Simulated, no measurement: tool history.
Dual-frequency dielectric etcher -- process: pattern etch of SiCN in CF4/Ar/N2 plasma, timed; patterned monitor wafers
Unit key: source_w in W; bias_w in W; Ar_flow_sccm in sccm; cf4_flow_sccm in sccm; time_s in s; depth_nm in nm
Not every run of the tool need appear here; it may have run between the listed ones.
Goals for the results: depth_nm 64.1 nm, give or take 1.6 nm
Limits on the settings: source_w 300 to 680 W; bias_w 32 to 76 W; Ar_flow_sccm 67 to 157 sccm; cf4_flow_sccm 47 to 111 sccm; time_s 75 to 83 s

run	hour	source_w	bias_w	Ar_flow_sccm	cf4_flow_sccm	time_s	depth_nm
1	0	490	54	112	79	83	77.013
2	7	490	63	112	79	83	82.037
3	15.2	490	63	112	79	75	73.65
4	21.8	480	63	112	79	75	73.021
5	23.7	480	59	112	79	75	70.966
6	25.8	480	59	103	79	75	72.304
7	29.2	470	59	103	79	75	71.324
# hour 34.1: wet clean of the chamber
8	34.1	460	59	103	79	75	67.22
9	43	450	59	103	79	75	66.968

Pick the move, out of 5, that brings all results within their allowed miss; only one does.
A	51.9	420	56	110	77	78	?
B	51.9	400	51	104	91	75	?
C	51.9	430	58	91	74	83	?
D	51.9	430	54	101	75	83	?
E	51.9	390	60	115	84	75	?

move	depth_nm
A	63.697
B	59.394
C	71.585
D	68.543
E	60.43
A: meets every target
B: the result that was furthest off in the last run now lies on the other side of its target
C: moves away from the targets compared with the last run
D: moves away from the targets compared with the last run
E: the result that was furthest off in the last run now lies on the other side of its target
Correct choice: A, which meets every target
